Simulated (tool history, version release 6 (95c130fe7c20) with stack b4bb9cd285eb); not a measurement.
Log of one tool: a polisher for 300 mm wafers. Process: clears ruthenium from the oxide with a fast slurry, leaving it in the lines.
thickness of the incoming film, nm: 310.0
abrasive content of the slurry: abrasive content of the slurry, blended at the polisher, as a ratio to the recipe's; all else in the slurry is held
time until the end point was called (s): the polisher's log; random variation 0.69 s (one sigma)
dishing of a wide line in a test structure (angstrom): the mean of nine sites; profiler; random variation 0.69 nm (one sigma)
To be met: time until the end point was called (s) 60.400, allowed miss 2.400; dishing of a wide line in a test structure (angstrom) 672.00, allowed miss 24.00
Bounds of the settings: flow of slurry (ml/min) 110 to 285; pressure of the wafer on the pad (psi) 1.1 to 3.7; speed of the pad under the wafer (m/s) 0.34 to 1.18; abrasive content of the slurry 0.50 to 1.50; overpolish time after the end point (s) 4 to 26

run	hour	flow of slurry (ml/min)	pressure of the wafer on the pad (psi)	speed of the pad under the wafer (m/s)	abrasive content of the slurry	overpolish time after the end point (s)	time until the end point was called (s)	dishing of a wide line in a test structure (angstrom)
1	0.0	180	2.4	0.76	1.00	13	113.480	320.53
2	4.9	175	2.8	0.80	1.00	14	94.866	389.62
3	12.0	175	3.1	0.84	1.00	15	80.960	459.07
4	14.4	130	3.1	0.84	1.00	15	86.627	431.21
5	18.1	155	3.3	0.84	1.00	16	77.699	486.48
6	19.9	170	3.4	0.86	1.00	17	71.860	530.30
7	27.1	180	3.5	0.86	1.00	18	70.638	568.23
8	28.3	185	3.6	0.88	1.00	18	65.762	588.88
# hour 29.2: worn pad replaced by a new one
9	29.2	190	3.6	0.90	1.00	18	61.032	630.73
10	36.5	195	3.6	0.90	1.00	19	58.796	641.27
11	44.0	185	3.6	0.90	1.00	19	60.955	644.08

Which of these 5 next moves meets every target?
A	51.5	285	3.7	0.92	0.90	17	?	?
B	51.5	185	3.7	0.96	0.90	17	?	?
C	51.5	185	3.7	0.88	1.00	21	?	?
D	51.5	200	3.6	0.90	1.05	17	?	?
E	51.5	225	3.7	1.06	0.55	17	?	?

move	time until the end point was called (s)	dishing of a wide line in a test structure (angstrom)
A	57.695	621.95
B	58.308	618.28
C	60.922	675.84
D	59.498	611.26
E	62.750	592.76
A: further off than the last run
B: further off than the last run
C: meets every target
D: further off than the last run
E: further off than the last run
The right move is C.

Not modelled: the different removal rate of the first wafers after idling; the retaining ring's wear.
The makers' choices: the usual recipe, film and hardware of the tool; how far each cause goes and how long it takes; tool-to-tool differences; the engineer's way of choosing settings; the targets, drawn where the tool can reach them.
